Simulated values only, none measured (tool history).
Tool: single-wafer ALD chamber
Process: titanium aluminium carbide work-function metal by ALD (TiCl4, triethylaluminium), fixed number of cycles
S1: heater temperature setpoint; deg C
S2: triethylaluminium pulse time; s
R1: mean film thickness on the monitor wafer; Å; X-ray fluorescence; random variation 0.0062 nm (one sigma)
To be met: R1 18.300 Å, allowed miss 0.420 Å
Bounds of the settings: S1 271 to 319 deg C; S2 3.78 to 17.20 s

run  hour   S1     S2      R1
  1   0.0  295  10.49  20.154
  2   6.4  290   9.76  19.478
  3   7.2  294   9.76  19.861
  4  16.2  294  12.26  20.395
  5  24.5  294  14.20  20.633
  6  29.1  303  14.20  21.658
  7  31.9  295  13.19  20.668
  8  37.1  283   9.83  18.842

Which of these 5 next moves meets every target?
  A  42.3  282  13.06   ?
  B  42.3  284  12.43   ?
  C  42.3  286   7.48   ?
  D  42.3  282  11.52   ?
  E  42.3  290  10.60   ?

move      R1
   A  19.378
   B  19.495
   C  18.501
   D  19.143
   E  19.779
A: further off than the last run
B: further off than the last run
C: meets every target
D: further off than the last run
E: further off than the last run
The right move is C.

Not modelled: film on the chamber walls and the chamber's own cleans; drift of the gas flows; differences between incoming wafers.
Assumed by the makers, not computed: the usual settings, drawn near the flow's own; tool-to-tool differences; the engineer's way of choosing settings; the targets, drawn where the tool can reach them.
